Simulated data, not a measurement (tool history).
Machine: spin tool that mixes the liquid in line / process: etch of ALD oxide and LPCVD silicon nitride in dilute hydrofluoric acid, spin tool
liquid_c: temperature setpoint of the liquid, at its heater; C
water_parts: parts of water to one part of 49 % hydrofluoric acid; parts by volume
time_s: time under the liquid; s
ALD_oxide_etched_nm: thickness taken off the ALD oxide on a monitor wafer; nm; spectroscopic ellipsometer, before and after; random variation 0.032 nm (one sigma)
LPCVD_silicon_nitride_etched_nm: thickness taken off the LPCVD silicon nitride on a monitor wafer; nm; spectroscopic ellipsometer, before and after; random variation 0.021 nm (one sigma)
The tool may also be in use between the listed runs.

run  hour  liquid_c  water_parts  time_s  ALD_oxide_etched_nm  LPCVD_silicon_nitride_etched_nm
  1   0.0      24.0           90      60               6.2017                          0.36917
  2   1.3      24.0           65      60               8.8120                          0.55637
  3  10.3      23.0           75      60               7.3193                          0.44159
  4  19.3      23.0           95      60               5.6574                          0.29139
  5  23.4      23.0           95      40               3.6832                          0.24283
  6  26.5      26.5           95      40               4.2722                          0.25063
  7  27.5      25.5           95      40               4.1729                          0.24027

Expected results for the next run?
  8  29.5      24.5           95      40                    ?                                ?

ALD_oxide_etched_nm: 3.9345 nm
LPCVD_silicon_nitride_etched_nm: 0.22884 nm
